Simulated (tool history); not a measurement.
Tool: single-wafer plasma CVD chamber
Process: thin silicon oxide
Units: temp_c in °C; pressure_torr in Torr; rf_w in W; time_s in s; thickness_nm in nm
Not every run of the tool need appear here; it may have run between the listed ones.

run	hour	temp_c	pressure_torr	rf_w	time_s	thickness_nm
1	0.0	400	0.888	310	7.14	15.193
2	7.8	400	0.874	310	7.14	15.115
3	16.1	400	0.860	310	7.14	14.952
4	24.3	410	0.860	310	7.14	14.804
5	28.2	410	0.860	310	7.14	14.900
6	35.0	410	0.848	310	7.14	14.693
7	42.9	410	0.838	310	7.14	14.716
8	48.1	410	0.826	310	7.14	14.530

The next listed run, before its measurement:
9	50.5	410	0.817	310	7.14	?

Run 9 produced thickness_nm 14.455 nm.
